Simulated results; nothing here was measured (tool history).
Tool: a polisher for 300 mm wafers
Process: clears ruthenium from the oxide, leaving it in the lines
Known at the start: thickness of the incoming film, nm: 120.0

| run | day | flow of slurry (ml/min) | pressure of the wafer on the pad (psi) | speed of the pad under the wafer (m/s) | overpolish time after the end point (s) | time until the end point was called (s) |
|---|---|---|---|---|---|---|
| 1 | 0 | 155 | 2.7 | 0.82 | 4 | 101.69 |
| 2 | 0.146 | 135 | 2.7 | 0.82 | 4 | 102.19 |
| 3 | 0.217 | 135 | 2.7 | 0.9 | 4 | 95.539 |
| 4 | 0.521 | 135 | 2.2 | 0.9 | 4 | 114.16 |
| 5 | 0.708 | 135 | 2.4 | 0.9 | 4 | 104.88 |
| 6 | 0.792 | 105 | 2.4 | 0.9 | 4 | 112.53 |
| 7 | 0.833 | 110 | 2.6 | 0.9 | 4 | 101.77 |

Forecast run 8:
| 8 | 1.183 | 115 | 2.8 | 0.9 | 4 | ? |

Run 8 gave time until the end point was called (s) 95.375.
